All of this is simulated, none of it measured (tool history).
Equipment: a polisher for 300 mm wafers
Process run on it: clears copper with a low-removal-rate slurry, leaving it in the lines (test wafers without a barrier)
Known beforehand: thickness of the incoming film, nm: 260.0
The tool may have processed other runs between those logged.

run,hour,flow of slurry (ml/min),pressure of the wafer on the pad (kPa),speed of the pad under the wafer (cm/s),abrasive content of the slurry,overpolish time after the end point (s),time until the end point was called (s),dishing of a wide line in a test structure (Å)
1,0.0,285,15.9,104,1.00,17,82.187,353.770
2,7.9,285,17.9,104,1.00,17,75.227,386.860
3,14.1,285,15.2,102,1.00,14,87.941,296.940
4,18.5,275,13.8,100,0.95,12,98.819,222.240
# hour 19.3: head pressure recalibrated
5,19.3,265,12.4,100,0.90,10,120.660,145.890
6,25.2,265,12.4,100,0.90,5,121.680,77.536
7,25.9,260,11.7,100,0.90,6,125.680,87.000

Run 8 has not been measured yet. What should we expect?
8,27.1,255,11.0,100,0.90,6,?,?

{"run 8": {"time until the end point was called (s)": 135.68, "dishing of a wide line in a test structure (Å)": 82.98}}
